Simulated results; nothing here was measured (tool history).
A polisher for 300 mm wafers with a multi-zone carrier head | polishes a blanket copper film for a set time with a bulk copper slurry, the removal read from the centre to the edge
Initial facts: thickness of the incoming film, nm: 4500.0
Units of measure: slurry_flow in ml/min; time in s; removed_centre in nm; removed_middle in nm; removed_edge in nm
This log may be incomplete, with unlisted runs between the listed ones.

run 1 day=0.000 | slurry_flow=245 centre_zone=1.00 middle_zone=1.00 edge_zone=1.00 slurry_solids=1.00 time=31 | removed_centre=213.71 removed_middle=228.49 removed_edge=217.16
run 2 day=0.079 | slurry_flow=245 centre_zone=1.00 middle_zone=1.00 edge_zone=0.93 slurry_solids=1.00 time=31 | removed_centre=218.29 removed_middle=228.39 removed_edge=211.42
run 3 day=0.125 | slurry_flow=305 centre_zone=1.00 middle_zone=1.00 edge_zone=0.93 slurry_solids=1.00 time=31 | removed_centre=222.09 removed_middle=235.47 removed_edge=219.27
run 4 day=0.208 | slurry_flow=315 centre_zone=0.99 middle_zone=1.02 edge_zone=0.95 slurry_solids=1.05 time=31 | removed_centre=224.95 removed_middle=241.12 removed_edge=217.66
run 5 day=0.433 | slurry_flow=315 centre_zone=0.99 middle_zone=1.02 edge_zone=0.95 slurry_solids=0.90 time=31 | removed_centre=216.90 removed_middle=234.12 removed_edge=211.04
run 6 day=0.529 | slurry_flow=315 centre_zone=0.99 middle_zone=1.02 edge_zone=0.89 slurry_solids=0.90 time=31 | removed_centre=222.08 removed_middle=234.06 removed_edge=213.07
run 7 day=0.779 | slurry_flow=310 centre_zone=0.96 middle_zone=1.02 edge_zone=0.90 slurry_solids=1.00 time=32 | removed_centre=218.80 removed_middle=245.92 removed_edge=215.14

Run 8 is up next; what results do you expect?
run 8 day=0.954 | slurry_flow=305 centre_zone=0.95 middle_zone=1.02 edge_zone=0.94 slurry_solids=1.10 time=33 | removed_centre=? removed_middle=? removed_edge=?

removed_centre: 226.90 nm
removed_middle: 256.22 nm
removed_edge: 237.64 nm
